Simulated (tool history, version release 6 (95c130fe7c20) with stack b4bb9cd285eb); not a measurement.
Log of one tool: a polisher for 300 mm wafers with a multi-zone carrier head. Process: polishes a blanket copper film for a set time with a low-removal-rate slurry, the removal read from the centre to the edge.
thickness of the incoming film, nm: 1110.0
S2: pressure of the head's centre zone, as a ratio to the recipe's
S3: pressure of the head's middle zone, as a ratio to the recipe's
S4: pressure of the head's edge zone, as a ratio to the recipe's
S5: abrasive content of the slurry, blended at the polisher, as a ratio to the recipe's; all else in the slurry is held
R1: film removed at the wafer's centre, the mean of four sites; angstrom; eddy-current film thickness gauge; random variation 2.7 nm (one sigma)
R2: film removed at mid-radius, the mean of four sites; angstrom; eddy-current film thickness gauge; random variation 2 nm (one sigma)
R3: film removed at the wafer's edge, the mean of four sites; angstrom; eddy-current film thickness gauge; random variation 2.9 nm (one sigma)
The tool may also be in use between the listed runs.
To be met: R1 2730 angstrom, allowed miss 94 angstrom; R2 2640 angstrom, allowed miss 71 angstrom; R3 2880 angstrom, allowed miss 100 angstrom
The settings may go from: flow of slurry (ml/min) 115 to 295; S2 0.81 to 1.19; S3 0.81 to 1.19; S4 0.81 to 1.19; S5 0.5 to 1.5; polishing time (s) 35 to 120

Run 1, day 0: flow of slurry (ml/min) 190, S2 1, S3 1, S4 1, S5 1, polishing time (s) 77. Result: R1 3043.3 angstrom, R2 3145.1 angstrom, R3 2988.6 angstrom.
Run 2, day 0.104: flow of slurry (ml/min) 190, S2 1, S3 1, S4 1, S5 1, polishing time (s) 87. Result: R1 3460.7 angstrom, R2 3615.3 angstrom, R3 3394 angstrom.
Run 3, day 0.133: flow of slurry (ml/min) 170, S2 1, S3 1, S4 1, S5 1, polishing time (s) 87. Result: R1 3392.5 angstrom, R2 3527.5 angstrom, R3 3354.6 angstrom.
Run 4, day 0.433: flow of slurry (ml/min) 170, S2 1, S3 1, S4 1, S5 0.85, polishing time (s) 87. Result: R1 3307.8 angstrom, R2 3473.1 angstrom, R3 3234.6 angstrom.
Run 5, day 0.733: flow of slurry (ml/min) 170, S2 1, S3 1, S4 1, S5 0.65, polishing time (s) 87. Result: R1 3144.2 angstrom, R2 3317.4 angstrom, R3 3099.7 angstrom.
Run 6, day 1.05: flow of slurry (ml/min) 170, S2 1, S3 1, S4 1.06, S5 0.65, polishing time (s) 87. Result: R1 3128.9 angstrom, R2 3227.3 angstrom, R3 3193.1 angstrom.
Run 7, day 1.179: flow of slurry (ml/min) 165, S2 0.99, S3 0.96, S4 1.05, S5 0.6, polishing time (s) 86. Result: R1 3012 angstrom, R2 3106.6 angstrom, R3 3091.3 angstrom.
Run 8, day 1.521: flow of slurry (ml/min) 160, S2 0.99, S3 0.93, S4 1.06, S5 0.55, polishing time (s) 85. Result: R1 2924.4 angstrom, R2 2970.9 angstrom, R3 2994.4 angstrom.

4 next moves are on the table. One of them brings every result within its allowed miss. Which?
Run A, day 1.862: flow of slurry (ml/min) 195, S2 0.99, S3 0.87, S4 1.13, S5 0.7, polishing time (s) 74. Result: R1 ?, R2 ?, R3 ?.
Run B, day 1.862: flow of slurry (ml/min) 195, S2 1.1, S3 0.81, S4 1.18, S5 0.5, polishing time (s) 76. Result: R1 ?, R2 ?, R3 ?.
Run C, day 1.862: flow of slurry (ml/min) 135, S2 0.92, S3 0.86, S4 1.07, S5 0.65, polishing time (s) 80. Result: R1 ?, R2 ?, R3 ?.
Run D, day 1.862: flow of slurry (ml/min) 155, S2 0.95, S3 0.82, S4 1.19, S5 0.65, polishing time (s) 81. Result: R1 ?, R2 ?, R3 ?.

move      R1      R2      R3
   A  2734.8  2652.1  2893.7
   B  2969.7    2477  2890.2
   C  2535.7    2649  2881.3
   D  2726.8  2669.3  3131.5
A: meets every target
B: takes the result that was furthest off past its target
C: brings the result that was furthest off to its target, and leaves another outside
D: brings the result that was furthest off to its target, and leaves another outside
Answer: A
